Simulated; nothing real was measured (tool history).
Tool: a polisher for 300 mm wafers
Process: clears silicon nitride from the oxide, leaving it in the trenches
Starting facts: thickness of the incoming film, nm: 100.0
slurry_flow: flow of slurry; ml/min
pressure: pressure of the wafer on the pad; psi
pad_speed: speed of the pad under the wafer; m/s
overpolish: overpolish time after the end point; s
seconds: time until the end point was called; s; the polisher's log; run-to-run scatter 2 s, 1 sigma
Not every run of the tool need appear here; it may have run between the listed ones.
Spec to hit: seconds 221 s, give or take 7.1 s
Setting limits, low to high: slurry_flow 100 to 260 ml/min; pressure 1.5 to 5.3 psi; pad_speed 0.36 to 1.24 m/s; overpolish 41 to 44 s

run,day,slurry_flow,pressure,pad_speed,overpolish,seconds
1,0,165,3.4,0.8,41,94.669
2,0.058,145,3.4,0.8,41,96.818
3,0.162,140,2.9,0.76,41,117.91
4,0.375,115,2.9,0.76,41,121.07
5,0.592,115,3.2,0.76,41,111.92
6,0.646,115,3.2,0.76,44,110.29
7,0.833,115,2.8,0.72,44,131.87
8,0.921,115,2.5,0.7,44,154.81
9,1.138,115,2.3,0.7,44,163.69
10,1.238,115,2.1,0.7,44,179.87
11,1.567,115,2,0.7,44,187.39
12,1.875,110,1.5,0.7,44,246.52
13,2.175,120,1.5,0.7,44,243.57
14,2.321,120,1.6,0.7,44,230.07

Which single option among these 5 for the next run brings every result within its allowed miss of target? Just one does.
A,2.467,140,1.9,0.52,44,?
B,2.467,100,1.8,0.68,44,?
C,2.467,100,2.1,0.52,41,?
D,2.467,115,1.7,0.74,44,?
E,2.467,140,1.5,0.7,44,?

move,seconds
A,258.73
B,221.55
C,247.62
D,210.75
E,242.94
A: its largest miss is bigger than the last run's
B: meets every target
C: its largest miss is bigger than the last run's
D: the result that was furthest off in the last run now lies on the other side of its target
E: its largest miss is bigger than the last run's
The move that meets every target is B.
